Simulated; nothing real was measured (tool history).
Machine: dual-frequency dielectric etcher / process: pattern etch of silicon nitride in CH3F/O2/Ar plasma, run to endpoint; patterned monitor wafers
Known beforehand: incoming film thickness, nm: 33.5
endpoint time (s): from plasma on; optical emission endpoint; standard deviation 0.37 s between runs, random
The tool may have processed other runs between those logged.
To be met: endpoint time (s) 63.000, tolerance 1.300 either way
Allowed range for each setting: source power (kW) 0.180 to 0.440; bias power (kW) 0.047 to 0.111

run	day	source power (kW)	bias power (kW)	endpoint time (s)
1	0.000	0.310	0.079	49.429
2	0.354	0.310	0.067	52.034
3	0.533	0.310	0.080	49.279
4	0.800	0.310	0.068	52.104
5	1.038	0.290	0.066	54.746
6	1.250	0.280	0.066	55.343
7	1.404	0.270	0.066	56.107
8	1.525	0.260	0.066	58.101
9	1.788	0.250	0.066	57.834
10	2.075	0.190	0.055	72.748
11	2.446	0.200	0.055	70.673
12	2.483	0.210	0.055	68.731
13	2.733	0.220	0.055	66.891

5 next moves are on the table. One of them brings every result within its allowed miss. Which?
A	2.983	0.250	0.053	?
B	2.983	0.210	0.059	?
C	2.983	0.220	0.052	?
D	2.983	0.220	0.056	?
E	2.983	0.220	0.047	?

move	endpoint time (s)
A	62.761
B	66.753
C	67.799
D	66.152
E	70.061
A: all results land within tolerance of their targets
B: about the same distance from the targets as the last run
C: the biggest miss grows against the last run
D: closes in on the targets versus the last run, not all within tolerance yet
E: the biggest miss grows against the last run
Move A is the one to make.

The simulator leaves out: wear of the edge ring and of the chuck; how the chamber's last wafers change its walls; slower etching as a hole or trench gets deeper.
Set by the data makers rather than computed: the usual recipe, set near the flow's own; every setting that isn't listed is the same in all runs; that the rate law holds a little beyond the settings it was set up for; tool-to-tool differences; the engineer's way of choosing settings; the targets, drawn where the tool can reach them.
